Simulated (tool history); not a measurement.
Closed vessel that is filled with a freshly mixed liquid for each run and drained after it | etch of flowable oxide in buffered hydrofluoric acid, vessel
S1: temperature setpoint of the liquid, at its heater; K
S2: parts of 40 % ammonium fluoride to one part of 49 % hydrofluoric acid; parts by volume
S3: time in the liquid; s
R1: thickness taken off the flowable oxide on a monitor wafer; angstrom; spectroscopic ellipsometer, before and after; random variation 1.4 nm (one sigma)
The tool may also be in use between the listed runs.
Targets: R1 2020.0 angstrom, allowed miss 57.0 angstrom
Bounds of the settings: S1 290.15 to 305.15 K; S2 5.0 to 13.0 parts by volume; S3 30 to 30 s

run	hour	S1	S2	S3	R1
1	0.0	298.15	8.0	30	1355.7
2	5.5	298.15	10.0	30	1118.3
3	6.7	298.15	10.0	30	1114.8
4	14.3	300.15	9.5	30	1280.9
5	21.8	300.15	9.5	30	1276.9
6	31.0	300.15	9.5	30	1273.2
7	34.7	301.65	8.5	30	1526.5
8	43.6	302.65	8.0	30	1708.9
9	52.6	303.65	8.0	30	1808.3
10	55.8	304.15	8.0	30	1849.4
11	58.4	305.15	7.5	30	2095.9
# hour 61.8: thermometer replaced
12	61.8	304.15	7.5	30	2189.7
13	63.8	303.65	7.5	30	2128.2
14	64.8	303.15	7.5	30	2083.8

Which of these 5 next moves meets every target?
A	65.8	302.15	7.0	30	?
B	65.8	302.65	8.0	30	?
C	65.8	298.65	6.5	30	?
D	65.8	305.15	9.0	30	?
E	65.8	302.65	7.5	30	?

move	R1
A	2098.1
B	1865.0
C	1856.7
D	1870.2
E	1999.7
A: further off than the last run
B: takes the result that was furthest off past its target
C: takes the result that was furthest off past its target
D: takes the result that was furthest off past its target
E: meets every target
Answer: E
